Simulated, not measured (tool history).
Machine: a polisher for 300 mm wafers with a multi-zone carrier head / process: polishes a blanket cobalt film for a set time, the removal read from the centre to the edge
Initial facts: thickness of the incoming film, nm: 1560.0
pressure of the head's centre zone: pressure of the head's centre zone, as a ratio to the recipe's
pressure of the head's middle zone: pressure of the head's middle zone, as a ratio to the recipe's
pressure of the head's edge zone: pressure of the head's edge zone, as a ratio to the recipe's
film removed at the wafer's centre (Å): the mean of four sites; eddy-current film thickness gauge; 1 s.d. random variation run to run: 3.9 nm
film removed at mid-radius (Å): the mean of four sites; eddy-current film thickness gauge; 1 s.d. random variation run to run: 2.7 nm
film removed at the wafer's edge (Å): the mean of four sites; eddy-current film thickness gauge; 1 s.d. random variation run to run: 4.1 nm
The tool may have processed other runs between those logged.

run  hour  flow of slurry (ml/min)  pressure of the head's centre zone  pressure of the head's middle zone  pressure of the head's edge zone  polishing time (s)  film removed at the wafer's centre (Å)  film removed at mid-radius (Å)  film removed at the wafer's edge (Å)
  1     0                      305                                   1                                   1                                 1                  66                                    3131                            3112                                3329.1
  2   5.1                      305                                   1                                   1                                 1                  57                                  2720.2                          2667.7                                2808.3
  3   8.3                      305                                   1                                   1                                 1                  68                                  3195.4                          3186.5                                3352.1
  4   8.9                      305                                   1                                1.04                                 1                  68                                  3294.8                            3270                                3358.7
  5  12.1                      305                                1.03                                1.04                                 1                  68                                    3281                          3290.2                                3337.4
  6  15.5                      305                                1.03                                1.04                                 1                  78                                  3775.9                          3853.5                                3787.3
  7  18.4                      305                                1.03                                1.01                                 1                  75                                  3622.1                          3449.9                                  3593
  8  22.4                      305                                1.03                                1.01                                 1                  75                                  3573.2                          3598.9                                3605.9

Predict the results of run 9:
  9  30.7                      305                                1.03                                0.98                              1.02                  73                                       ?                               ?                                     ?

film removed at the wafer's centre (Å): 3541.6
film removed at mid-radius (Å): 3360.2
film removed at the wafer's edge (Å): 3513.4

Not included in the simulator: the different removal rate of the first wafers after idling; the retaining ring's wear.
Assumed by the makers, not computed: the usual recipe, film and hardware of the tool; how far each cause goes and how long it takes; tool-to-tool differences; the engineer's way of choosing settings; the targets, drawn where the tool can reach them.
